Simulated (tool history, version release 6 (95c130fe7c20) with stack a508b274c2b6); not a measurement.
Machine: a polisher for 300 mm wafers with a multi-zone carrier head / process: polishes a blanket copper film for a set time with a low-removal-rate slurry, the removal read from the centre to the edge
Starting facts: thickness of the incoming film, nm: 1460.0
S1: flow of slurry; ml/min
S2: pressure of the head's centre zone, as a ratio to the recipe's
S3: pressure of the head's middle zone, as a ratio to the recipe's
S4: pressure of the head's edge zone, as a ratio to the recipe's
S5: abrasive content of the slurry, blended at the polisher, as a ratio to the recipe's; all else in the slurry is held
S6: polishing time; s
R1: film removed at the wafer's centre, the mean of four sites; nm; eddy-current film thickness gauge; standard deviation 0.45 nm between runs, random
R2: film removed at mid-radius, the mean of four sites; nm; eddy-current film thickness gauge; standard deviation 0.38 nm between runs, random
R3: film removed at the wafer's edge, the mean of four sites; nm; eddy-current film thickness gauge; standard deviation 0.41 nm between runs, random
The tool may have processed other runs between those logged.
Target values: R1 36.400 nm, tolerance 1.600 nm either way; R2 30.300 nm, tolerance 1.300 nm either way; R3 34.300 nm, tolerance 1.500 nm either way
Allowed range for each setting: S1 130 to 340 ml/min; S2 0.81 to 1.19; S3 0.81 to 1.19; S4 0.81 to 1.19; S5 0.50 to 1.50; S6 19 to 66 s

| run | hour | S1 | S2 | S3 | S4 | S5 | S6 | R1 | R2 | R3 |
|---|---|---|---|---|---|---|---|---|---|---|
| 1 | 0.0 | 220 | 1.00 | 1.00 | 1.00 | 1.00 | 42 | 54.564 | 53.815 | 55.932 |
| 2 | 2.7 | 220 | 1.00 | 1.00 | 1.08 | 1.00 | 42 | 55.983 | 54.285 | 56.881 |
| 3 | 10.8 | 220 | 1.01 | 0.99 | 1.08 | 0.95 | 40 | 51.077 | 49.894 | 53.612 |
| 4 | 16.4 | 225 | 1.04 | 0.98 | 1.05 | 0.90 | 38 | 50.328 | 47.523 | 50.430 |
| 5 | 18.9 | 225 | 1.06 | 0.97 | 1.05 | 0.85 | 36 | 47.857 | 44.525 | 47.144 |
| 6 | 26.4 | 225 | 1.06 | 0.97 | 1.05 | 1.05 | 36 | 49.895 | 45.852 | 49.756 |
| 7 | 29.9 | 225 | 1.07 | 0.95 | 1.04 | 0.95 | 35 | 47.664 | 43.185 | 46.643 |
| 8 | 30.6 | 225 | 1.07 | 0.95 | 1.04 | 0.95 | 35 | 46.870 | 43.534 | 46.281 |
| 9 | 32.2 | 220 | 1.09 | 0.93 | 1.05 | 0.90 | 34 | 47.122 | 39.633 | 44.632 |
| 10 | 36.4 | 220 | 1.08 | 0.92 | 1.03 | 0.85 | 33 | 45.230 | 38.949 | 43.105 |
| 11 | 42.5 | 220 | 1.08 | 0.91 | 1.02 | 0.80 | 32 | 41.427 | 36.650 | 40.817 |
| 12 | 48.3 | 205 | 1.15 | 0.81 | 0.92 | 0.65 | 30 | 39.876 | 29.462 | 34.652 |
| 13 | 52.5 | 205 | 1.14 | 0.81 | 0.92 | 0.65 | 30 | 39.116 | 29.925 | 34.728 |
| 14 | 57.0 | 205 | 1.13 | 0.81 | 0.92 | 0.65 | 30 | 39.603 | 29.359 | 33.945 |
| 15 | 64.7 | 205 | 1.12 | 0.82 | 0.93 | 0.65 | 30 | 38.405 | 29.809 | 34.072 |
| 16 | 65.4 | 205 | 1.11 | 0.82 | 0.94 | 0.65 | 30 | 38.541 | 30.174 | 34.322 |
| 17 | 68.5 | 205 | 1.10 | 0.82 | 0.95 | 0.65 | 30 | 38.143 | 29.286 | 34.969 |

Which of these 5 next moves meets every target?
| A | 71.6 | 195 | 1.17 | 0.82 | 0.92 | 0.65 | 30 | ? | ? | ? |
| B | 71.6 | 240 | 1.03 | 0.82 | 0.91 | 0.50 | 32 | ? | ? | ? |
| C | 71.6 | 215 | 1.15 | 0.81 | 0.94 | 0.80 | 28 | ? | ? | ? |
| D | 71.6 | 200 | 1.11 | 0.86 | 0.95 | 0.65 | 31 | ? | ? | ? |
| E | 71.6 | 190 | 1.08 | 0.84 | 0.92 | 0.70 | 32 | ? | ? | ? |

| move | R1 | R2 | R3 |
|---|---|---|---|
| A | 40.796 | 29.227 | 34.005 |
| B | 37.167 | 30.192 | 34.650 |
| C | 40.008 | 28.862 | 34.082 |
| D | 40.176 | 31.398 | 35.761 |
| E | 40.672 | 32.165 | 36.795 |
A: misses by more than the last run did
B: every result lands within tolerance
C: misses by more than the last run did
D: misses by more than the last run did
E: misses by more than the last run did
Correct choice: B, which meets every target

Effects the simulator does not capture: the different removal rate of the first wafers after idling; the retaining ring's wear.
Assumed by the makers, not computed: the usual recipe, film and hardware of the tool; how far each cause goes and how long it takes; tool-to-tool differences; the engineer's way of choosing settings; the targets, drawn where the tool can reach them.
